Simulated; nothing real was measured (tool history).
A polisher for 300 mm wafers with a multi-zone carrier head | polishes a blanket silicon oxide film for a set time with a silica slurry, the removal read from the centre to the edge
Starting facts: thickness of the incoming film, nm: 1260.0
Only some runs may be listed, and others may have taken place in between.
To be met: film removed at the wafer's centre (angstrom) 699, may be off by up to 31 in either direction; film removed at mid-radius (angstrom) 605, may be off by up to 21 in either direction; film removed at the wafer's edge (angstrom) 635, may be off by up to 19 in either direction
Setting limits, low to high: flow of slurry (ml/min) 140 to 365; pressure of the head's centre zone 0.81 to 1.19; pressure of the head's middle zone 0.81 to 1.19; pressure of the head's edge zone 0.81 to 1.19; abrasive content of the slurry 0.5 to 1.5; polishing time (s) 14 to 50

| run | hour | flow of slurry (ml/min) | pressure of the head's centre zone | pressure of the head's middle zone | pressure of the head's edge zone | abrasive content of the slurry | polishing time (s) | film removed at the wafer's centre (angstrom) | film removed at mid-radius (angstrom) | film removed at the wafer's edge (angstrom) |
|---|---|---|---|---|---|---|---|---|---|---|
| 1 | 0 | 235 | 1 | 1 | 1 | 1 | 32 | 753.1 | 742.32 | 734.9 |
| 2 | 5 | 260 | 1 | 1 | 1 | 1 | 32 | 752.63 | 747.96 | 750.33 |
| 3 | 8.9 | 260 | 1 | 0.95 | 1 | 1 | 32 | 745.45 | 725.43 | 757.52 |
| 4 | 14.6 | 260 | 1 | 0.95 | 0.95 | 1 | 32 | 742.19 | 734.19 | 739.08 |
| 5 | 23.2 | 260 | 1 | 0.95 | 0.99 | 1 | 32 | 745.69 | 724.83 | 761.05 |
| 6 | 25.6 | 245 | 1.02 | 0.93 | 0.97 | 0.95 | 32 | 749.24 | 709.3 | 716.17 |
| 7 | 31.8 | 235 | 1.02 | 0.91 | 0.97 | 0.9 | 32 | 720.46 | 679.44 | 704.67 |
| 8 | 36.3 | 230 | 1.03 | 0.89 | 0.96 | 0.85 | 32 | 708.11 | 646.9 | 691.41 |
| 9 | 39.8 | 225 | 1.04 | 0.88 | 0.95 | 0.85 | 32 | 730.67 | 634.62 | 677.75 |
| 10 | 44 | 220 | 1.04 | 0.88 | 0.94 | 0.85 | 32 | 708.48 | 640.25 | 668.98 |
| 11 | 46.6 | 215 | 1.04 | 0.87 | 0.94 | 0.85 | 32 | 711.08 | 639.57 | 662.89 |
| 12 | 51.8 | 215 | 1.04 | 0.87 | 0.94 | 0.85 | 32 | 705.79 | 632.61 | 661.86 |

5 next moves are on the table. One of them brings every result within its allowed miss. Which?
| A | 57 | 210 | 1.03 | 0.89 | 0.98 | 0.85 | 32 | ? | ? | ? |
| B | 57 | 210 | 0.97 | 0.81 | 0.95 | 0.9 | 32 | ? | ? | ? |
| C | 57 | 240 | 1 | 0.89 | 0.94 | 0.85 | 32 | ? | ? | ? |
| D | 57 | 200 | 1.09 | 1.06 | 0.81 | 1 | 30 | ? | ? | ? |
| E | 57 | 215 | 1.05 | 0.86 | 0.91 | 1 | 29 | ? | ? | ? |

| move | film removed at the wafer's centre (angstrom) | film removed at mid-radius (angstrom) | film removed at the wafer's edge (angstrom) |
|---|---|---|---|
| A | 714.34 | 638.79 | 680.52 |
| B | 688.74 | 619.62 | 689.02 |
| C | 708.32 | 651.32 | 678.68 |
| D | 753.06 | 708.61 | 628.97 |
| E | 709.28 | 609.4 | 642.55 |
A: further off than the last run
B: further off than the last run
C: further off than the last run
D: brings the last run's worst result on target, with another outside its allowed miss
E: meets every target
Go with E: it meets all targets.
